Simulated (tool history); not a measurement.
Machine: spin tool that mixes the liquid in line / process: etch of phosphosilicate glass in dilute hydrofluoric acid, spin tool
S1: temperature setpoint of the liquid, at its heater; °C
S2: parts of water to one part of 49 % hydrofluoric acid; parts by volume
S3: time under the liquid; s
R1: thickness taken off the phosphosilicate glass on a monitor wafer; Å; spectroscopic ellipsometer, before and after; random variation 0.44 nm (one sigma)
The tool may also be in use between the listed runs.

run    day    S1   S2  S3      R1
  1  0.000  26.0  130  45  232.35
  2  0.083  28.5  100  45  345.68
  3  0.292  27.0  100  45  326.04
  4  0.412  29.0   85  45  422.34
  5  0.500  30.5   75  45  519.16
  6  0.654  30.5   75  50  565.99
  7  1.021  34.0   65  50  764.45

Estimate the outcome of run 8 from the log above:
  8  1.271  33.5  65  50   ?

Run 8 produced R1 745.35 Å.
